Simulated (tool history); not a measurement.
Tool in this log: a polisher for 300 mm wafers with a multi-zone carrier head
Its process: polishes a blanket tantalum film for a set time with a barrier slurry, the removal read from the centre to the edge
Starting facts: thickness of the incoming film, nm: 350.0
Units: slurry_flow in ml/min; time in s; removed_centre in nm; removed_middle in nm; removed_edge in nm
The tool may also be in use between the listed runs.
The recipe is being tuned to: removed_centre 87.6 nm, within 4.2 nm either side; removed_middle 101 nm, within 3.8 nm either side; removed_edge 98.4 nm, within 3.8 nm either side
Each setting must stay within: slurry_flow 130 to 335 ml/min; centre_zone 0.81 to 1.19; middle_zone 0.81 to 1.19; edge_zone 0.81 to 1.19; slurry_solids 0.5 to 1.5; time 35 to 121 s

{"run": 1, "hour": 0.0, "slurry_flow": 215, "centre_zone": 1, "middle_zone": 1, "edge_zone": 1, "slurry_solids": 1, "time": 78, "removed_centre": 70.909, "removed_middle": 72.111, "removed_edge": 72.826}
{"run": 2, "hour": 5.4, "slurry_flow": 215, "centre_zone": 1, "middle_zone": 1, "edge_zone": 1, "slurry_solids": 0.9, "time": 78, "removed_centre": 69.422, "removed_middle": 69.453, "removed_edge": 69.775}
{"run": 3, "hour": 12.1, "slurry_flow": 215, "centre_zone": 1, "middle_zone": 1, "edge_zone": 1, "slurry_solids": 1.1, "time": 78, "removed_centre": 72.52, "removed_middle": 70.449, "removed_edge": 72.425}
{"run": 4, "hour": 13.3, "slurry_flow": 220, "centre_zone": 0.98, "middle_zone": 1.04, "edge_zone": 1.03, "slurry_solids": 1.15, "time": 82, "removed_centre": 75.677, "removed_middle": 77.796, "removed_edge": 79.708}
{"run": 5, "hour": 20.9, "slurry_flow": 225, "centre_zone": 0.97, "middle_zone": 1.07, "edge_zone": 1.04, "slurry_solids": 1.2, "time": 84, "removed_centre": 76.604, "removed_middle": 83.516, "removed_edge": 81.528}
{"run": 6, "hour": 26.1, "slurry_flow": 230, "centre_zone": 0.97, "middle_zone": 1.09, "edge_zone": 1.06, "slurry_solids": 1.25, "time": 86, "removed_centre": 79.122, "removed_middle": 85.696, "removed_edge": 85.297}
{"run": 7, "hour": 26.9, "slurry_flow": 230, "centre_zone": 0.96, "middle_zone": 1.11, "edge_zone": 1.07, "slurry_solids": 1.3, "time": 88, "removed_centre": 80.23, "removed_middle": 89.452, "removed_edge": 86.949}
{"run": 8, "hour": 32.5, "slurry_flow": 235, "centre_zone": 0.96, "middle_zone": 1.12, "edge_zone": 1.08, "slurry_solids": 1.35, "time": 89, "removed_centre": 83.964, "removed_middle": 91.341, "removed_edge": 89.765}
{"run": 9, "hour": 35.8, "slurry_flow": 235, "centre_zone": 0.95, "middle_zone": 1.13, "edge_zone": 1.09, "slurry_solids": 1.4, "time": 90, "removed_centre": 83.175, "removed_middle": 93.432, "removed_edge": 92.588}
{"run": 10, "hour": 40.7, "slurry_flow": 240, "centre_zone": 0.95, "middle_zone": 1.14, "edge_zone": 1.09, "slurry_solids": 1.4, "time": 91, "removed_centre": 83.759, "removed_middle": 94.92, "removed_edge": 94.13}
{"run": 11, "hour": 45.9, "slurry_flow": 240, "centre_zone": 0.95, "middle_zone": 1.15, "edge_zone": 1.09, "slurry_solids": 1.4, "time": 91, "removed_centre": 82.878, "removed_middle": 95.449, "removed_edge": 93.117}
{"run": 12, "hour": 46.6, "slurry_flow": 240, "centre_zone": 0.95, "middle_zone": 1.16, "edge_zone": 1.09, "slurry_solids": 1.4, "time": 92, "removed_centre": 86.253, "removed_middle": 97.791, "removed_edge": 94.216}

Which one of the following 5 next-run settings gets every result inside its allowed miss? There is exactly one.
{"run": "A", "hour": 47.3, "slurry_flow": 215, "centre_zone": 0.81, "middle_zone": 1.19, "edge_zone": 1.09, "slurry_solids": 1.5, "time": 105, "removed_centre": "?", "removed_middle": "?", "removed_edge": "?"}
{"run": "B", "hour": 47.3, "slurry_flow": 275, "centre_zone": 0.93, "middle_zone": 1.18, "edge_zone": 1.13, "slurry_solids": 1.35, "time": 104, "removed_centre": "?", "removed_middle": "?", "removed_edge": "?"}
{"run": "C", "hour": 47.3, "slurry_flow": 210, "centre_zone": 0.94, "middle_zone": 1.1, "edge_zone": 1.05, "slurry_solids": 1.4, "time": 91, "removed_centre": "?", "removed_middle": "?", "removed_edge": "?"}
{"run": "D", "hour": 47.3, "slurry_flow": 195, "centre_zone": 0.91, "middle_zone": 1.09, "edge_zone": 1, "slurry_solids": 1.45, "time": 102, "removed_centre": "?", "removed_middle": "?", "removed_edge": "?"}
{"run": "E", "hour": 47.3, "slurry_flow": 250, "centre_zone": 0.94, "middle_zone": 1.18, "edge_zone": 1.1, "slurry_solids": 1.5, "time": 88, "removed_centre": "?", "removed_middle": "?", "removed_edge": "?"}

move=A removed_centre=80.87 removed_middle=112.44 removed_edge=107.21
move=B removed_centre=93.624 removed_middle=112.28 removed_edge=108.65
move=C removed_centre=80.127 removed_middle=92.101 removed_edge=90.005
move=D removed_centre=86.315 removed_middle=102.21 removed_edge=98.366
move=E removed_centre=80.564 removed_middle=95.696 removed_edge=91.648
A: takes the result that was furthest off past its target
B: takes the result that was furthest off past its target
C: its largest miss is bigger than the last run's
D: hits every target within its allowed miss
E: its largest miss is bigger than the last run's
D meets every target.
